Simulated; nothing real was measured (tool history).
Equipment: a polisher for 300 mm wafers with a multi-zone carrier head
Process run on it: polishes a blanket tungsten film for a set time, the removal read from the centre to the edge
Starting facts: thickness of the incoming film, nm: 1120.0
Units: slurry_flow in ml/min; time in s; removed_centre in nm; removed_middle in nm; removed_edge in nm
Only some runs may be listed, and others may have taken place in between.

Run 1, hour 0: slurry_flow 185 ml/min, centre_zone 1, middle_zone 1, edge_zone 1, slurry_solids 1, time 80 s. Result: removed_centre 362.82 nm, removed_middle 366.01 nm, removed_edge 362.94 nm.
Run 2, hour 5.1: slurry_flow 185 ml/min, centre_zone 1.04, middle_zone 1, edge_zone 1, slurry_solids 1, time 80 s. Result: removed_centre 375.57 nm, removed_middle 373.84 nm, removed_edge 364.1 nm.
Run 3, hour 8.7: slurry_flow 185 ml/min, centre_zone 1.04, middle_zone 1.08, edge_zone 1, slurry_solids 1, time 80 s. Result: removed_centre 373.24 nm, removed_middle 396.95 nm, removed_edge 361.92 nm.
Run 4, hour 16.1: slurry_flow 185 ml/min, centre_zone 0.98, middle_zone 1.08, edge_zone 1, slurry_solids 1, time 80 s. Result: removed_centre 351.65 nm, removed_middle 396.14 nm, removed_edge 360.31 nm.
Run 5, hour 22.4: slurry_flow 230 ml/min, centre_zone 0.98, middle_zone 1.08, edge_zone 1, slurry_solids 1, time 80 s. Result: removed_centre 362.57 nm, removed_middle 415.17 nm, removed_edge 369.44 nm.
Run 6, hour 27: slurry_flow 230 ml/min, centre_zone 0.98, middle_zone 1, edge_zone 1, slurry_solids 1, time 80 s. Result: removed_centre 365.52 nm, removed_middle 388.57 nm, removed_edge 374.55 nm.
Run 7, hour 35.2: slurry_flow 245 ml/min, centre_zone 0.96, middle_zone 1.02, edge_zone 1.04, slurry_solids 1.05, time 80 s. Result: removed_centre 364.61 nm, removed_middle 395.99 nm, removed_edge 385.72 nm.
Run 8, hour 42.7: slurry_flow 255 ml/min, centre_zone 0.94, middle_zone 1.05, edge_zone 1.07, slurry_solids 1.1, time 80 s. Result: removed_centre 365.25 nm, removed_middle 417.88 nm, removed_edge 390.92 nm.
Run 9, hour 47.6: slurry_flow 260 ml/min, centre_zone 0.92, middle_zone 1.05, edge_zone 1.1, slurry_solids 1.15, time 80 s. Result: removed_centre 357.59 nm, removed_middle 413.58 nm, removed_edge 399.31 nm.

Predict the results of run 10:
Run 10, hour 50: slurry_flow 265 ml/min, centre_zone 0.91, middle_zone 1.06, edge_zone 1.12, slurry_solids 1.2, time 80 s. Result: removed_centre ?, removed_middle ?, removed_edge ?.

For run 10 the tool returned removed_centre 355.26 nm, removed_middle 423.17 nm, removed_edge 411.04 nm.
